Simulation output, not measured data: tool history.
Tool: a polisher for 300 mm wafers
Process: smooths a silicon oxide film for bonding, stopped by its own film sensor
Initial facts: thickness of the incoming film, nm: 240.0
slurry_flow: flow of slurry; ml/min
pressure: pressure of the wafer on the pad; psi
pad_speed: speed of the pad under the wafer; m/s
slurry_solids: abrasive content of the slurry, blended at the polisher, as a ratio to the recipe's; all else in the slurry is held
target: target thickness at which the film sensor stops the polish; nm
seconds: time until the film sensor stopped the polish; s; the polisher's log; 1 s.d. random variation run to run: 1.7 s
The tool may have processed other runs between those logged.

{"run": 1, "hour": 0.0, "slurry_flow": 135, "pressure": 2.2, "pad_speed": 0.78, "slurry_solids": 1, "target": 163, "seconds": 124.78}
{"run": 2, "hour": 7.7, "slurry_flow": 135, "pressure": 2.2, "pad_speed": 0.68, "slurry_solids": 1, "target": 163, "seconds": 136.18}
{"run": 3, "hour": 12.1, "slurry_flow": 135, "pressure": 2.4, "pad_speed": 0.7, "slurry_solids": 1, "target": 163, "seconds": 123.41}
{"run": 4, "hour": 20.3, "slurry_flow": 135, "pressure": 2.4, "pad_speed": 0.7, "slurry_solids": 1, "target": 163, "seconds": 122.58}
{"run": 5, "hour": 21.7, "slurry_flow": 135, "pressure": 2.6, "pad_speed": 0.72, "slurry_solids": 1, "target": 163, "seconds": 112.84}
{"run": 6, "hour": 25.4, "slurry_flow": 135, "pressure": 2.6, "pad_speed": 0.72, "slurry_solids": 1, "target": 163, "seconds": 113.68}
{"run": 7, "hour": 30.9, "slurry_flow": 135, "pressure": 2.8, "pad_speed": 0.74, "slurry_solids": 1, "target": 163, "seconds": 104.03}
{"run": 8, "hour": 33.4, "slurry_flow": 135, "pressure": 2.9, "pad_speed": 0.76, "slurry_solids": 1, "target": 163, "seconds": 100.36}

Run 9, settings as shown, results not yet in. Your forecast:
{"hour": 36.6, "done": "worn pad replaced by a new one"}
{"run": 9, "hour": 36.6, "slurry_flow": 135, "pressure": 3.3, "pad_speed": 0.8, "slurry_solids": 1, "target": 163, "seconds": "?"}

Run 9 gave seconds 74.431 s.
